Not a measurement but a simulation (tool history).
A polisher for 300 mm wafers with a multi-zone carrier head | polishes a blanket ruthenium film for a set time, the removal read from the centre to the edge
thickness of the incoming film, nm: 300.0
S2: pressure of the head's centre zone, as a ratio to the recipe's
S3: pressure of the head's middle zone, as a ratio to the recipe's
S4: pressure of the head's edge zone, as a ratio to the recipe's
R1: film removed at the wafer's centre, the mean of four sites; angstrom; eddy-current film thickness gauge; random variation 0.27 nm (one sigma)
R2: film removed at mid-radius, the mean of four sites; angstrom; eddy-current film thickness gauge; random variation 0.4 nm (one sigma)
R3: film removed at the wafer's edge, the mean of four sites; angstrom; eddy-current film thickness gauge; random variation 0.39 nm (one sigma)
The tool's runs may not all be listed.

Run 1, hour 0.0: flow of slurry (ml/min) 155, S2 1.00, S3 1.00, S4 1.00, polishing time (s) 76. Result: R1 590.03 angstrom, R2 600.55 angstrom, R3 605.10 angstrom.
Run 2, hour 4.5: flow of slurry (ml/min) 155, S2 1.00, S3 1.05, S4 1.00, polishing time (s) 76. Result: R1 590.15 angstrom, R2 603.04 angstrom, R3 601.27 angstrom.
Run 3, hour 10.6: flow of slurry (ml/min) 130, S2 1.00, S3 1.05, S4 1.00, polishing time (s) 76. Result: R1 567.33 angstrom, R2 594.86 angstrom, R3 585.07 angstrom.
Run 4, hour 11.9: flow of slurry (ml/min) 130, S2 1.00, S3 1.09, S4 1.00, polishing time (s) 76. Result: R1 566.86 angstrom, R2 626.71 angstrom, R3 571.92 angstrom.
Run 5, hour 20.4: flow of slurry (ml/min) 155, S2 1.00, S3 1.09, S4 1.00, polishing time (s) 76. Result: R1 586.18 angstrom, R2 638.67 angstrom, R3 597.06 angstrom.
Run 6, hour 29.3: flow of slurry (ml/min) 150, S2 1.02, S3 1.07, S4 0.98, polishing time (s) 69. Result: R1 540.54 angstrom, R2 571.26 angstrom, R3 527.11 angstrom.

The next listed run, before its measurement:
Run 7, hour 31.7: flow of slurry (ml/min) 150, S2 1.02, S3 1.07, S4 0.98, polishing time (s) 69. Result: R1 ?, R2 ?, R3 ?.

{"run 7": {"R1": 543.97, "R2": 577.93, "R3": 534.08}}
